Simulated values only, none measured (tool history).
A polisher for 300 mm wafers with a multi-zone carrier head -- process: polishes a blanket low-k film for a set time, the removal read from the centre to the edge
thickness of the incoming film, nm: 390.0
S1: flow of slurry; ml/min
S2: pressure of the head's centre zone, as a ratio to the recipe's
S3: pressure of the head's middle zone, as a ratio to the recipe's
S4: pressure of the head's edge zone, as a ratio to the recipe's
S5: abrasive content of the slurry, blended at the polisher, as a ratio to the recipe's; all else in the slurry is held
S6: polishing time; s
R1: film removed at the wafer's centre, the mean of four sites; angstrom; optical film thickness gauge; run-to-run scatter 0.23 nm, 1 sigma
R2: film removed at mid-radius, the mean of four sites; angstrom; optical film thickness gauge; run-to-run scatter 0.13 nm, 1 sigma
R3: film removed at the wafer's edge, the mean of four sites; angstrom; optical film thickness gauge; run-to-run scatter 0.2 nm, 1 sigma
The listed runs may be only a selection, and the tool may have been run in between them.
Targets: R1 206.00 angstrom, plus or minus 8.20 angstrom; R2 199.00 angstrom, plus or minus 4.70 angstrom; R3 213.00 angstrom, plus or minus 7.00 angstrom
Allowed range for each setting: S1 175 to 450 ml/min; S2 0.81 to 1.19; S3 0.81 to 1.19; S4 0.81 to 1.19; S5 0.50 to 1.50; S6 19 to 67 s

run 1 hour=0.0 | S1=290 S2=1.00 S3=1.00 S4=1.00 S5=1.00 S6=43 | R1=138.58 R2=135.43 R3=137.83
run 2 hour=6.4 | S1=290 S2=1.01 S3=1.00 S4=1.02 S5=1.05 S6=44 | R1=149.32 R2=141.04 R3=145.35
run 3 hour=12.1 | S1=290 S2=0.98 S3=1.00 S4=1.02 S5=1.05 S6=44 | R1=141.78 R2=141.28 R3=145.50
run 4 hour=20.4 | S1=290 S2=1.05 S3=1.00 S4=1.02 S5=1.05 S6=44 | R1=155.38 R2=141.97 R3=145.28
run 5 hour=27.0 | S1=290 S2=1.04 S3=1.01 S4=1.04 S5=1.10 S6=45 | R1=158.14 R2=147.64 R3=151.17
run 6 hour=34.1 | S1=290 S2=1.01 S3=1.01 S4=1.04 S5=1.10 S6=45 | R1=152.37 R2=147.36 R3=153.93
run 7 hour=34.7 | S1=295 S2=1.02 S3=1.02 S4=1.05 S5=1.15 S6=46 | R1=164.74 R2=155.58 R3=155.14
run 8 hour=43.5 | S1=285 S2=1.01 S3=1.01 S4=1.06 S5=1.20 S6=47 | R1=165.18 R2=159.60 R3=165.19
run 9 hour=45.2 | S1=280 S2=1.01 S3=1.01 S4=1.07 S5=1.25 S6=48 | R1=170.80 R2=167.52 R3=170.55
run 10 hour=47.3 | S1=280 S2=1.01 S3=1.00 S4=1.08 S5=1.30 S6=49 | R1=177.77 R2=169.77 R3=178.34
run 11 hour=49.9 | S1=280 S2=1.01 S3=1.00 S4=1.09 S5=1.35 S6=50 | R1=181.05 R2=174.45 R3=184.72
run 12 hour=52.7 | S1=280 S2=1.01 S3=1.00 S4=1.10 S5=1.35 S6=50 | R1=185.05 R2=175.03 R3=188.31
run 13 hour=53.5 | S1=285 S2=1.01 S3=1.01 S4=1.11 S5=1.35 S6=50 | R1=180.48 R2=175.74 R3=185.55
run 14 hour=55.3 | S1=285 S2=1.01 S3=1.01 S4=1.11 S5=1.35 S6=51 | R1=191.69 R2=181.47 R3=191.54
run 15 hour=58.0 | S1=335 S2=1.01 S3=1.04 S4=1.19 S5=1.50 S6=51 | R1=197.21 R2=196.29 R3=208.12

Which one of the following 4 next-run settings gets every result inside its allowed miss? There is exactly one.
run A hour=60.7 | S1=345 S2=1.08 S3=1.02 S4=1.09 S5=1.50 S6=51 | R1=? R2=? R3=?
run B hour=60.7 | S1=255 S2=0.95 S3=0.97 S4=1.15 S5=1.30 S6=57 | R1=? R2=? R3=?
run C hour=60.7 | S1=360 S2=1.01 S3=1.02 S4=1.17 S5=1.45 S6=53 | R1=? R2=? R3=?
run D hour=60.7 | S1=390 S2=0.90 S3=0.91 S4=1.19 S5=1.35 S6=58 | R1=? R2=? R3=?

move=A R1=213.95 R2=190.48 R3=198.07
move=B R1=193.67 R2=188.82 R3=212.00
move=C R1=206.27 R2=196.45 R3=211.60
move=D R1=197.27 R2=191.91 R3=229.39
A: gets the furthest-off result to its target, but another result is out of tolerance
B: lands further from the targets than the last run did
C: meets every target
D: lands further from the targets than the last run did
C meets every target.
